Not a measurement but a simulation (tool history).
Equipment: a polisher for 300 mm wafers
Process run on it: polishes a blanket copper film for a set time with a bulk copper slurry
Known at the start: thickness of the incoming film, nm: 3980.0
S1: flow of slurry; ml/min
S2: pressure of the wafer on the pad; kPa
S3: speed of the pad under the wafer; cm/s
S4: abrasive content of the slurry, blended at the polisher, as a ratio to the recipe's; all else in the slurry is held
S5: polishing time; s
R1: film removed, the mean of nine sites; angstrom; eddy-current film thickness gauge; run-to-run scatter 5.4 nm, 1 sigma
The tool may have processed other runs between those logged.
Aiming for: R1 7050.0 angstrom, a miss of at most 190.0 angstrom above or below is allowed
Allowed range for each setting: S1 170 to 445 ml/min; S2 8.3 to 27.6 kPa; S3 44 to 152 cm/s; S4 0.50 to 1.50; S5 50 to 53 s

run  hour   S1    S2   S3    S4  S5      R1
  1   0.0  285  17.9   98  1.00  50  4306.3
  2   2.0  285  17.9   98  1.00  50  4379.6
  3   8.8  290  20.7   98  1.00  50  4966.4
  4  16.9  290  20.7  116  1.00  50  5809.3
  5  24.3  290  20.7   98  1.00  50  4990.2
  6  27.5  290  22.8   98  1.00  50  5468.8
  7  31.1  290  24.1   98  1.00  50  5770.1
  8  40.0  295  25.5  100  1.00  50  6049.4
  9  44.5  295  26.2  102  1.00  50  6367.0

5 candidate next runs follow, results not yet known. Just one meets every target within its allowed miss. Identify it.
  A  49.0  385  24.1  116  0.60  53   ?
  B  49.0  180  27.6  108  0.95  53   ?
  C  49.0  305  25.5   98  1.05  50   ?
  D  49.0  300  25.5  102  1.00  52   ?
  E  49.0  300  26.9  104  1.00  50   ?

move      R1
   A  6497.8
   B  6923.9
   C  6072.7
   D  6477.3
   E  6657.6
A: closes in on the targets versus the last run, not all within tolerance yet
B: all results in spec
C: lands further from the targets than the last run did
D: closes in on the targets versus the last run, not all within tolerance yet
E: closes in on the targets versus the last run, not all within tolerance yet
The move that meets every target is B.
